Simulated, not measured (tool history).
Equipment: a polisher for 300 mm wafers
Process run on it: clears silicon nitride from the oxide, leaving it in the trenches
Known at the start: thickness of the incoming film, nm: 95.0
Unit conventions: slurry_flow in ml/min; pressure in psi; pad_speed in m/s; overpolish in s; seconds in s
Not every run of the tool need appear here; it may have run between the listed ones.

run,hour,slurry_flow,pressure,pad_speed,overpolish,seconds
1,0.0,145,2.5,1.24,47,100.260
2,4.4,145,2.5,1.50,47,85.681
3,9.1,145,2.2,1.44,47,98.369
4,10.6,145,2.5,1.44,47,88.482
5,19.5,145,2.2,1.44,47,96.519
# hour 25.8: head pressure recalibrated
6,25.8,145,2.5,1.44,47,95.470
7,32.7,130,1.8,1.08,47,157.050
8,38.5,125,1.8,1.08,47,159.600
9,40.6,120,1.8,1.08,47,162.380

Forecast run 10:
10,45.4,115,1.8,1.08,47,?

Run 10 came out at seconds 160.830 s.

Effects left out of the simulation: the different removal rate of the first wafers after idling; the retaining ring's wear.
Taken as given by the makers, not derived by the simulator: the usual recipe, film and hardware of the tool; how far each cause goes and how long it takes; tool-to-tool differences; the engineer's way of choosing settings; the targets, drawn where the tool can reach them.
